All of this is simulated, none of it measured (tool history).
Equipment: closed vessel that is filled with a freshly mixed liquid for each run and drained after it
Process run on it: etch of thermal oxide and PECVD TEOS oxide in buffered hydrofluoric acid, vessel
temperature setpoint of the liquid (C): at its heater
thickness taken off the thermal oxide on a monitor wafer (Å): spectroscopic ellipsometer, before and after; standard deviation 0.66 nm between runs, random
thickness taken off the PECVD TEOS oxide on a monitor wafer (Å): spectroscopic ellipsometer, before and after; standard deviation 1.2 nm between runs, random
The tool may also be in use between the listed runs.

run,hour,temperature setpoint of the liquid (C),parts of 40 % ammonium fluoride to one part of 49 % hydrofluoric acid (parts by volume),time in the liquid (s),thickness taken off the thermal oxide on a monitor wafer (Å),thickness taken off the PECVD TEOS oxide on a monitor wafer (Å)
1,0,25,17,60,434.7,850.74
2,6.2,25,17,80,568.15,1154.4
3,9,27,16,80,689.13,1357.2
4,17.4,28,15.5,80,749.5,1471.2
5,23.9,28,15.5,60,557.88,1113.2
6,32.8,28,15.5,75,697.94,1387.4
7,41.3,32,12.5,75,1052.4,2096.1

Estimate the outcome of run 8 from the log above:
8,49.8,31.5,12.5,75,?,?

Run 8 came out at thickness taken off the thermal oxide on a monitor wafer (Å) 1024.7, thickness taken off the PECVD TEOS oxide on a monitor wafer (Å) 2037.3.
